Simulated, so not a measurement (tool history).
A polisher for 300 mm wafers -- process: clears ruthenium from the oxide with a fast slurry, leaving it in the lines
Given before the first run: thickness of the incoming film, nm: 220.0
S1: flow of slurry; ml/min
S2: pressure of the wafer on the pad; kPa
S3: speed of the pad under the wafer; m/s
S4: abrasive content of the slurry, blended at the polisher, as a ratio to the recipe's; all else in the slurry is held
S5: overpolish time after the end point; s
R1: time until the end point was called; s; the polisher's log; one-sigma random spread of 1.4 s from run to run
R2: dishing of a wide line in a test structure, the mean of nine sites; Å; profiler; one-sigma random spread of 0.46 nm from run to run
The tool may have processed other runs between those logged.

run 1 hour=0 | S1=310 S2=24.1 S3=0.78 S4=1 S5=26 | R1=53.568 R2=872.91
run 2 hour=2.1 | S1=310 S2=28.3 S3=0.78 S4=1 S5=26 | R1=47.174 R2=916.94
run 3 hour=8.8 | S1=290 S2=28.3 S3=0.72 S4=0.95 S5=23 | R1=51.584 R2=785.99
run 4 hour=13.9 | S1=290 S2=26.2 S3=0.72 S4=0.95 S5=23 | R1=54.519 R2=721.73
run 5 hour=22.7 | S1=290 S2=26.2 S3=0.72 S4=0.95 S5=18 | R1=55.354 R2=577.2
run 6 hour=25.3 | S1=290 S2=29.6 S3=0.72 S4=0.95 S5=18 | R1=49.653 R2=612.79
run 7 hour=31.5 | S1=290 S2=27.6 S3=0.68 S4=0.95 S5=17 | R1=55.997 R2=557.49
run 8 hour=36.3 | S1=290 S2=26.2 S3=0.66 S4=0.95 S5=16 | R1=60.529 R2=486.48
run 9 hour=39.1 | S1=290 S2=24.1 S3=0.64 S4=0.95 S5=15 | R1=65.533 R2=421.41
run 10 hour=40.9 | S1=290 S2=22.8 S3=0.62 S4=0.95 S5=15 | R1=71.453 R2=388.97
run 11 hour=43.1 | S1=290 S2=22.8 S3=0.62 S4=0.95 S5=15 | R1=71.1 R2=391.15

What does the tool deliver on the next run?
run 12 hour=46.6 | S1=290 S2=21.4 S3=0.6 S4=0.95 S5=15 | R1=? R2=?

Logged for run 12: R1 76.813 s, R2 367.03 Å.

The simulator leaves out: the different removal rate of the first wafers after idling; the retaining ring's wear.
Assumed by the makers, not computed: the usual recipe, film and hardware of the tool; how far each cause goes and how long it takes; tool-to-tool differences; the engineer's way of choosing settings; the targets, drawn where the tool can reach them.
